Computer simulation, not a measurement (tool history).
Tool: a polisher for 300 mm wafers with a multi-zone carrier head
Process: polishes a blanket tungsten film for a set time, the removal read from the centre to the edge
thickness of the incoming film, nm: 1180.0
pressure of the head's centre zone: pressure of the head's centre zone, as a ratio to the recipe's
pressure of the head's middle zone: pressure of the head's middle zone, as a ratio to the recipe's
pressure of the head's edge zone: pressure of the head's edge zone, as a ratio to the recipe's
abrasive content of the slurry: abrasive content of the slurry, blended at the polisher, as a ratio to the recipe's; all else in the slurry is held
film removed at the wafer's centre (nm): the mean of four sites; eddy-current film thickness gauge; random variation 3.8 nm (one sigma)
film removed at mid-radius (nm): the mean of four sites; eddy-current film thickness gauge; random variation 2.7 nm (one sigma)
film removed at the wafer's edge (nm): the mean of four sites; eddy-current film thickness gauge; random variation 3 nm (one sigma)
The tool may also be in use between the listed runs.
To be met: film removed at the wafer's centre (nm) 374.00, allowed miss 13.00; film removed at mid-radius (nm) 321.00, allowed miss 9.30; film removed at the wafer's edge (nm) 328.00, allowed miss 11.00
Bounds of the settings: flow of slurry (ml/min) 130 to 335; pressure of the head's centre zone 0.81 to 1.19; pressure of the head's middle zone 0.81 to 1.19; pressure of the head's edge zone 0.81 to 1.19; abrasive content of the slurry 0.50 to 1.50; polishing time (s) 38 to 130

run,hour,flow of slurry (ml/min),pressure of the head's centre zone,pressure of the head's middle zone,pressure of the head's edge zone,abrasive content of the slurry,polishing time (s),film removed at the wafer's centre (nm),film removed at mid-radius (nm),film removed at the wafer's edge (nm)
1,0.0,215,1.00,1.00,1.00,1.00,84,233.83,233.64,227.81
2,7.3,225,1.04,1.01,1.03,1.10,87,255.71,249.18,238.37
3,9.5,225,1.06,0.99,1.05,1.20,92,278.12,265.28,260.68
4,14.3,230,1.09,0.98,1.07,1.25,95,295.91,270.37,278.48
5,18.8,240,1.11,0.99,1.08,1.30,97,314.99,288.51,294.07
6,19.5,240,1.19,0.99,1.08,1.30,97,337.98,284.41,287.65
7,20.7,250,1.19,0.99,1.09,1.35,98,348.80,292.24,296.15
8,26.1,260,1.19,1.00,1.11,1.40,98,348.05,301.27,301.07
9,34.9,265,1.19,0.99,1.11,1.40,99,351.91,299.16,304.56
10,43.8,265,1.19,0.99,1.11,1.40,99,356.06,292.52,306.21
11,52.3,270,1.19,1.00,1.12,1.40,100,361.13,303.81,310.79
12,59.6,270,1.19,1.00,1.13,1.40,100,357.98,306.03,313.69
13,64.7,275,1.19,1.00,1.13,1.40,100,366.16,304.63,309.72
14,73.6,270,1.19,1.00,1.14,1.45,101,362.09,314.45,320.79
15,76.2,275,1.19,1.00,1.14,1.45,101,368.37,307.40,322.46

5 next moves are on the table. One of them brings every result within its allowed miss. Which?
A,78.8,335,1.16,0.92,1.13,1.20,104,?,?,?
B,78.8,285,1.16,0.90,1.19,1.50,102,?,?,?
C,78.8,300,1.13,0.86,1.14,1.50,104,?,?,?
D,78.8,290,1.19,0.92,1.18,1.30,103,?,?,?
E,78.8,290,1.17,0.98,1.10,1.40,106,?,?,?

move,film removed at the wafer's centre (nm),film removed at mid-radius (nm),film removed at the wafer's edge (nm)
A,361.15,289.83,317.58
B,365.14,288.16,331.55
C,364.38,284.39,331.94
D,367.89,288.05,323.83
E,378.12,317.42,326.15
A: further off than the last run
B: further off than the last run
C: further off than the last run
D: further off than the last run
E: meets every target
Move E is the one to make.

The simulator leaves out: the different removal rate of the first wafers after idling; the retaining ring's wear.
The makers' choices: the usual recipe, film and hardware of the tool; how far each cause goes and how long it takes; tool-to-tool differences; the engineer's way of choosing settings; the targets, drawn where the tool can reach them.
